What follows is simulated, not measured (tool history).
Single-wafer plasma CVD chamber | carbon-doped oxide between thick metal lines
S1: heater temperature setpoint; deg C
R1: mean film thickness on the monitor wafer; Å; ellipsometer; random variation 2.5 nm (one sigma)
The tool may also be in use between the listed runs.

{"run": 1, "hour": 0.0, "S1": 355, "chamber pressure (Pa)": 701, "RF power (W)": 560, "deposition time (s)": 130, "R1": 6514.6}
{"run": 2, "hour": 6.4, "S1": 356, "chamber pressure (Pa)": 677, "RF power (W)": 545, "deposition time (s)": 130, "R1": 6417.3}
{"run": 3, "hour": 9.8, "S1": 357, "chamber pressure (Pa)": 667, "RF power (W)": 525, "deposition time (s)": 130, "R1": 6205.8}
{"run": 4, "hour": 14.9, "S1": 358, "chamber pressure (Pa)": 649, "RF power (W)": 515, "deposition time (s)": 130, "R1": 6147.5}
{"run": 5, "hour": 23.2, "S1": 358, "chamber pressure (Pa)": 649, "RF power (W)": 515, "deposition time (s)": 130, "R1": 6094.2}
{"run": 6, "hour": 28.5, "S1": 358, "chamber pressure (Pa)": 773, "RF power (W)": 515, "deposition time (s)": 130, "R1": 6355.7}
{"run": 7, "hour": 32.9, "S1": 359, "chamber pressure (Pa)": 743, "RF power (W)": 505, "deposition time (s)": 130, "R1": 6219.8}
{"run": 8, "hour": 38.5, "S1": 359, "chamber pressure (Pa)": 719, "RF power (W)": 500, "deposition time (s)": 130, "R1": 6184.4}

What will run 9 give?
{"run": 9, "hour": 41.2, "S1": 359, "chamber pressure (Pa)": 695, "RF power (W)": 490, "deposition time (s)": 130, "R1": "?"}

R1: 6076.7 Å

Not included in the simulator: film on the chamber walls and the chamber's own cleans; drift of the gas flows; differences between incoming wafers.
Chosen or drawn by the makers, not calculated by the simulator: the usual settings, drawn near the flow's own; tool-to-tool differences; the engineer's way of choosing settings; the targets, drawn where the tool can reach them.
